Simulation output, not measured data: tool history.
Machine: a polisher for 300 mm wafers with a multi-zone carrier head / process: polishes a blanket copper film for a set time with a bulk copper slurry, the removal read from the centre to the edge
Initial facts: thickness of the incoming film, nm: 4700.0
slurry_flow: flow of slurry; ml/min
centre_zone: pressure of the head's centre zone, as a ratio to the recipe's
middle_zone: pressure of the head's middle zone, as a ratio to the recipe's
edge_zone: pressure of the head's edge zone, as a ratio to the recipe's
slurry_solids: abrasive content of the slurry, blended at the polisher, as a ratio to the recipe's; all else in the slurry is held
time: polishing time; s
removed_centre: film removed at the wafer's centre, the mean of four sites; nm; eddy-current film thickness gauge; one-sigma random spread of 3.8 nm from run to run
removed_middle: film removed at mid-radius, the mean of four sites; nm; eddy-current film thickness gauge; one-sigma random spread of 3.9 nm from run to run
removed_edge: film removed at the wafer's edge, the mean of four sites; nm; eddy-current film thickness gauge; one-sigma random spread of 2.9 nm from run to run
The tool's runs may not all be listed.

Run 1, day 0: slurry_flow 150 ml/min, centre_zone 1, middle_zone 1, edge_zone 1, slurry_solids 1, time 61 s. Result: removed_centre 440.57 nm, removed_middle 448.86 nm, removed_edge 435.71 nm.
Run 2, day 0.125: slurry_flow 150 ml/min, centre_zone 1, middle_zone 0.99, edge_zone 0.99, slurry_solids 0.95, time 59 s. Result: removed_centre 428.55 nm, removed_middle 431.36 nm, removed_edge 418.98 nm.
Run 3, day 0.196: slurry_flow 150 ml/min, centre_zone 1, middle_zone 0.95, edge_zone 0.99, slurry_solids 0.95, time 59 s. Result: removed_centre 422.71 nm, removed_middle 403.14 nm, removed_edge 416.8 nm.
Run 4, day 0.375: slurry_flow 150 ml/min, centre_zone 1.07, middle_zone 0.95, edge_zone 0.99, slurry_solids 0.95, time 59 s. Result: removed_centre 452.92 nm, removed_middle 405.45 nm, removed_edge 422.14 nm.
Run 5, day 0.546: slurry_flow 150 ml/min, centre_zone 1.06, middle_zone 0.95, edge_zone 0.98, slurry_solids 0.9, time 58 s. Result: removed_centre 447.81 nm, removed_middle 398.93 nm, removed_edge 407.86 nm.
Run 6, day 0.912: slurry_flow 170 ml/min, centre_zone 1.06, middle_zone 0.95, edge_zone 0.98, slurry_solids 0.9, time 58 s. Result: removed_centre 454.3 nm, removed_middle 412.93 nm, removed_edge 416.48 nm.
Run 7, day 0.975: slurry_flow 165 ml/min, centre_zone 1.04, middle_zone 0.95, edge_zone 0.97, slurry_solids 0.85, time 57 s. Result: removed_centre 433.86 nm, removed_middle 388.22 nm, removed_edge 395.5 nm.

Estimate the outcome of run 8 from the log above:
Run 8, day 1.196: slurry_flow 125 ml/min, centre_zone 0.94, middle_zone 1.01, edge_zone 0.87, slurry_solids 0.6, time 51 s. Result: removed_centre ?, removed_middle ?, removed_edge ?.

removed_centre: 312.8 nm
removed_middle: 337.07 nm
removed_edge: 315.75 nm

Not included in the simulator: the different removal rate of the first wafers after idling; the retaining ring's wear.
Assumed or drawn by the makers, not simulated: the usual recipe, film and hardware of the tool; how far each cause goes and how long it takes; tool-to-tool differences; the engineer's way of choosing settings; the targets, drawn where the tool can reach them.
